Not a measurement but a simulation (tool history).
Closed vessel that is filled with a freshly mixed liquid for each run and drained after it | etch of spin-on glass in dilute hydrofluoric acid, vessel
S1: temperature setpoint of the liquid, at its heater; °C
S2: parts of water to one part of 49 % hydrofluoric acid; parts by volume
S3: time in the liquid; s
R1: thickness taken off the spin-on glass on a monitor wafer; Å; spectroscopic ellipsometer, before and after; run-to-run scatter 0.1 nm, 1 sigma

{"run": 1, "hour": 0.0, "S1": 23, "S2": 80, "S3": 30, "R1": 82.938}
{"run": 2, "hour": 5.2, "S1": 23, "S2": 65, "S3": 30, "R1": 103.85}
{"run": 3, "hour": 11.8, "S1": 23, "S2": 45, "S3": 30, "R1": 154.27}
{"run": 4, "hour": 18.4, "S1": 25, "S2": 45, "S3": 30, "R1": 167}
{"run": 5, "hour": 27.6, "S1": 26.5, "S2": 45, "S3": 30, "R1": 177.15}
{"run": 6, "hour": 34.8, "S1": 26.5, "S2": 65, "S3": 30, "R1": 119.7}

The next listed run, before its measurement:
{"run": 7, "hour": 40.2, "S1": 30.5, "S2": 45, "S3": 30, "R1": "?"}

{"run 7": {"R1": 208.5}}

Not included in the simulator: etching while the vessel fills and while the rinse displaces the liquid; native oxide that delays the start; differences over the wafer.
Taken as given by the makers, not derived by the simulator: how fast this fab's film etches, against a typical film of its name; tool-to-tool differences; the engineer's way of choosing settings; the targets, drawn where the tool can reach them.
